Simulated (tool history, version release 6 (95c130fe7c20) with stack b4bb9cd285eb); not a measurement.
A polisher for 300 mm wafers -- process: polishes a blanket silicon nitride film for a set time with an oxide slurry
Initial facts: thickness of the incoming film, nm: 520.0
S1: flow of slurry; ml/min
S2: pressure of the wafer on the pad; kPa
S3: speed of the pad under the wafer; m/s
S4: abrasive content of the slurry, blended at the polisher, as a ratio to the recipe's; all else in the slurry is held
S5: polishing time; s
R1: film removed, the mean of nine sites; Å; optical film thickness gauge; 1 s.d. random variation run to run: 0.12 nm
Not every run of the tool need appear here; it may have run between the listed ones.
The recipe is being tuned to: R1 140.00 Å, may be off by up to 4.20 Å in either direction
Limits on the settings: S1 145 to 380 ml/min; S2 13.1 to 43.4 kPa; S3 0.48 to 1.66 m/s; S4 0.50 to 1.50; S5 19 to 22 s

run  hour   S1    S2    S3    S4  S5      R1
  1   0.0  245  28.3  1.06  1.00  22  165.40
  2   3.7  245  34.5  1.06  1.00  22  204.46
  3   8.7  245  31.7  1.06  1.00  22  183.64
  4  16.3  280  31.7  1.06  1.00  22  188.53
  5  25.3  280  31.7  1.06  1.20  22  201.43
  6  28.5  280  31.7  1.06  1.10  22  191.89
  7  35.3  280  29.6  1.06  1.10  22  182.90
  8  42.2  275  27.6  1.06  1.10  22  165.81
  9  47.6  275  26.2  1.06  1.10  22  162.62
 10  52.8  275  26.2  1.06  1.10  22  159.87
 11  61.3  275  26.2  1.06  1.10  22  158.67
 12  66.3  275  25.5  1.06  1.10  22  155.52
 13  70.0  275  24.8  1.06  1.10  22  153.69
 14  71.1  275  24.1  1.06  1.10  22  152.09
 15  72.0  275  23.4  1.06  1.10  22  144.24

Next run, 5 choices. One meets every target within its allowed miss, the rest don't. Which?
  A  72.9  300  24.1  1.04  1.25  21   ?
  B  72.9  330  21.4  1.08  1.15  22   ?
  C  72.9  195  26.9  1.12  0.85  19   ?
  D  72.9  270  22.1  1.04  1.05  22   ?
  E  72.9  280  25.5  1.10  1.10  21   ?

move      R1
   A  146.33
   B  137.38
   C  130.41
   D  130.97
   E  153.45
A: the biggest miss grows against the last run
B: meets every target
C: pushes the last run's worst result past its target
D: pushes the last run's worst result past its target
E: the biggest miss grows against the last run
Move B is the one to make.
